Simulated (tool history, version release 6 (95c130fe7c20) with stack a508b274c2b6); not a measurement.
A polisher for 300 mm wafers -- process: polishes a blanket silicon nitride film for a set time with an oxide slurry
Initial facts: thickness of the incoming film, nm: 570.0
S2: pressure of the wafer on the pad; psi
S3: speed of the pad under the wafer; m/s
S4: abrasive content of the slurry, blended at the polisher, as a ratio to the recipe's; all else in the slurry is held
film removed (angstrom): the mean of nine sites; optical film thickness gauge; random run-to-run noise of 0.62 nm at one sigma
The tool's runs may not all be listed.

{"run": 1, "hour": 0.0, "flow of slurry (ml/min)": 160, "S2": 3.0, "S3": 1.02, "S4": 1.0, "polishing time (s)": 77, "film removed (angstrom)": 400.56}
{"run": 2, "hour": 5.0, "flow of slurry (ml/min)": 160, "S2": 3.0, "S3": 1.02, "S4": 0.9, "polishing time (s)": 77, "film removed (angstrom)": 378.45}
{"run": 3, "hour": 7.3, "flow of slurry (ml/min)": 160, "S2": 3.1, "S3": 1.02, "S4": 0.9, "polishing time (s)": 77, "film removed (angstrom)": 389.14}
{"run": 4, "hour": 12.8, "flow of slurry (ml/min)": 180, "S2": 3.1, "S3": 1.02, "S4": 0.9, "polishing time (s)": 77, "film removed (angstrom)": 399.22}
{"run": 5, "hour": 16.8, "flow of slurry (ml/min)": 180, "S2": 3.5, "S3": 1.02, "S4": 0.9, "polishing time (s)": 77, "film removed (angstrom)": 450.19}
{"run": 6, "hour": 17.7, "flow of slurry (ml/min)": 180, "S2": 3.6, "S3": 1.02, "S4": 0.9, "polishing time (s)": 77, "film removed (angstrom)": 463.97}

Predict the results of run 7:
{"run": 7, "hour": 20.5, "flow of slurry (ml/min)": 180, "S2": 3.7, "S3": 1.02, "S4": 0.9, "polishing time (s)": 77, "film removed (angstrom)": "?"}

film removed (angstrom): 475.68
